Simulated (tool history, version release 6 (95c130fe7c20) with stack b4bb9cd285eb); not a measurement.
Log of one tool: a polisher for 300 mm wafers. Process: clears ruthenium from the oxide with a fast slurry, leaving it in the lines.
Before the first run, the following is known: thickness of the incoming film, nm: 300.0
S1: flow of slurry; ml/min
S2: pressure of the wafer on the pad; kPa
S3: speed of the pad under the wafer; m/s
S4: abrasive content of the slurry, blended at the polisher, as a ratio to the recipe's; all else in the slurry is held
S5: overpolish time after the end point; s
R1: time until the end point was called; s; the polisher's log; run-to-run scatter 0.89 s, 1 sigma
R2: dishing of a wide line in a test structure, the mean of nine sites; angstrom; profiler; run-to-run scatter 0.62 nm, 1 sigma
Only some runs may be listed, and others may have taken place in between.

run,hour,S1,S2,S3,S4,S5,R1,R2
1,0.0,290,24.1,0.88,1.00,16,62.663,607.83
2,2.3,290,24.1,0.88,1.00,13,62.928,512.32
3,3.4,290,24.1,0.88,1.00,11,62.852,433.81
4,9.9,290,24.1,0.88,1.00,5,63.739,213.97
5,14.3,290,24.1,0.68,1.00,5,80.749,168.10
# hour 21.8: head pressure recalibrated
6,21.8,290,24.1,0.68,1.00,5,84.250,154.59
7,23.4,290,26.2,0.70,0.95,6,80.476,193.72
8,30.3,290,29.0,0.72,0.95,6,76.059,214.55
9,39.2,290,31.0,0.74,0.95,6,67.278,219.89
10,43.7,290,31.7,0.76,0.90,7,67.229,259.79
11,44.7,290,33.1,0.76,0.90,7,65.104,271.66

The next listed run, before its measurement:
12,51.2,290,33.8,0.76,0.90,7,?,?

R1: 63.438 s
R2: 278.23 angstrom
